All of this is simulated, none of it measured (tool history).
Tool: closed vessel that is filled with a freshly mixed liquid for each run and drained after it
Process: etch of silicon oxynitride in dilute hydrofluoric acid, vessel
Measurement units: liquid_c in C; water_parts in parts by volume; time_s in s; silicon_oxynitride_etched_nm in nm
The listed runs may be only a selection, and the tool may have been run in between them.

run  hour  liquid_c  water_parts  time_s  silicon_oxynitride_etched_nm
  1     0        24          235     310                        3.7859
  2   7.8        24          235     135                        1.6455
  3     9      22.5          235     135                        1.5351
  4  15.3      22.5          235     310                        3.5389
  5  20.4      24.5          235     310                        3.8864
  6  21.6      26.5          235     310                         4.192
  7  25.4      25.5          235     310                        3.9724

The next listed run, before its measurement:
  8    27      21.5          245     310                             ?

silicon_oxynitride_etched_nm: 3.1726 nm
